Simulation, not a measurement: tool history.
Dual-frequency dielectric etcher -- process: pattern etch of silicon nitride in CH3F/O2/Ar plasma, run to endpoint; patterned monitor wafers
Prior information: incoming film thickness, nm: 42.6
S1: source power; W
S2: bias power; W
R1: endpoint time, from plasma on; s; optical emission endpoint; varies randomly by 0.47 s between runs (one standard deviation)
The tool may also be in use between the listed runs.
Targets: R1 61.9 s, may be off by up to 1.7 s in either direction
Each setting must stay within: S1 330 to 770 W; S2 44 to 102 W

run,day,S1,S2,R1
1,0,550,73,53.786
2,0.146,530,72,55.01
3,0.358,460,72,57.866
4,0.517,450,72,59.39
5,0.842,450,85,55.415
6,1.117,490,85,54.237
7,1.154,470,84,54.953
8,1.4,450,83,56.699
9,1.567,440,83,56.535
10,1.629,430,82,56.677
11,1.967,420,81,57.338
12,2.154,410,80,59.089

Which of these 5 next moves meets every target?
A,2.342,400,71,?
B,2.342,500,78,?
C,2.342,460,80,?
D,2.342,430,81,?
E,2.342,530,76,?

move,R1
A,61.977
B,54.707
C,56.155
D,57.514
E,53.865
A: all results land within tolerance of their targets
B: its largest miss is bigger than the last run's
C: its largest miss is bigger than the last run's
D: its largest miss is bigger than the last run's
E: its largest miss is bigger than the last run's
A meets every target.

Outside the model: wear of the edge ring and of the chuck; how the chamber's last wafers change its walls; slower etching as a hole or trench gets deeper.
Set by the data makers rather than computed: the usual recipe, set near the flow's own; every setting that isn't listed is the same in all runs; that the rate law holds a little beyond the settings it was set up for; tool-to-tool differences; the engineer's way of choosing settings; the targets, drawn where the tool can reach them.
